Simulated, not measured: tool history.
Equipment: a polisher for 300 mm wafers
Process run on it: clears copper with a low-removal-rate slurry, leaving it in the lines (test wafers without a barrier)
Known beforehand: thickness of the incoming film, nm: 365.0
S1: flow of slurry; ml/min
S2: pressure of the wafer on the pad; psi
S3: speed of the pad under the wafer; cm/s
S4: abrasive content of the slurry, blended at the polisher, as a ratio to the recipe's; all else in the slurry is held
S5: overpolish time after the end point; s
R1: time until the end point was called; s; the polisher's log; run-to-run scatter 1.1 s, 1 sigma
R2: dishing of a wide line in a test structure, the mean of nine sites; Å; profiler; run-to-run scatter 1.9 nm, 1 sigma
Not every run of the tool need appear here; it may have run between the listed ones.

Run 1, hour 0: S1 145 ml/min, S2 3 psi, S3 84 cm/s, S4 1, S5 27 s. Result: R1 120.43 s, R2 567.48 Å.
Run 2, hour 1.9: S1 145 ml/min, S2 3.3 psi, S3 84 cm/s, S4 1, S5 26 s. Result: R1 111.44 s, R2 580.69 Å.
Run 3, hour 7.8: S1 145 ml/min, S2 3.3 psi, S3 74 cm/s, S4 1, S5 26 s. Result: R1 123.75 s, R2 509.12 Å.
Run 4, hour 12.1: S1 165 ml/min, S2 3.3 psi, S3 74 cm/s, S4 1, S5 26 s. Result: R1 120.75 s, R2 540.68 Å.
Run 5, hour 20.6: S1 130 ml/min, S2 3.3 psi, S3 74 cm/s, S4 1, S5 26 s. Result: R1 130.49 s, R2 524.85 Å.
Run 6, hour 22: S1 140 ml/min, S2 3.6 psi, S3 76 cm/s, S4 1, S5 26 s. Result: R1 111.52 s, R2 584.55 Å.
Run 7, hour 28.6: S1 145 ml/min, S2 3.8 psi, S3 78 cm/s, S4 1, S5 26 s. Result: R1 104.86 s, R2 603.22 Å.
Run 8, hour 33.4: S1 150 ml/min, S2 4 psi, S3 82 cm/s, S4 1, S5 26 s. Result: R1 93.913 s, R2 677.62 Å.
Run 9, hour 35.9: S1 155 ml/min, S2 4.1 psi, S3 84 cm/s, S4 1, S5 26 s. Result: R1 90.429 s, R2 699.94 Å.
Run 10, hour 36.5: S1 155 ml/min, S2 4.2 psi, S3 86 cm/s, S4 1, S5 26 s. Result: R1 84.204 s, R2 722.21 Å.
Run 11, hour 40.3: S1 155 ml/min, S2 4.3 psi, S3 88 cm/s, S4 1, S5 26 s. Result: R1 81.511 s, R2 745.46 Å.
Run 12, hour 42.5: S1 155 ml/min, S2 4.3 psi, S3 88 cm/s, S4 1, S5 26 s. Result: R1 81.763 s, R2 783.8 Å.
Run 13, hour 49.1: S1 155 ml/min, S2 4.3 psi, S3 88 cm/s, S4 1, S5 26 s. Result: R1 81.953 s, R2 780.18 Å.

What will run 14 give?
Run 14, hour 55.8: S1 160 ml/min, S2 4.4 psi, S3 90 cm/s, S4 1, S5 25 s. Result: R1 ?, R2 ?.

Run 14 measured R1 76.128 s, R2 781.87 Å.
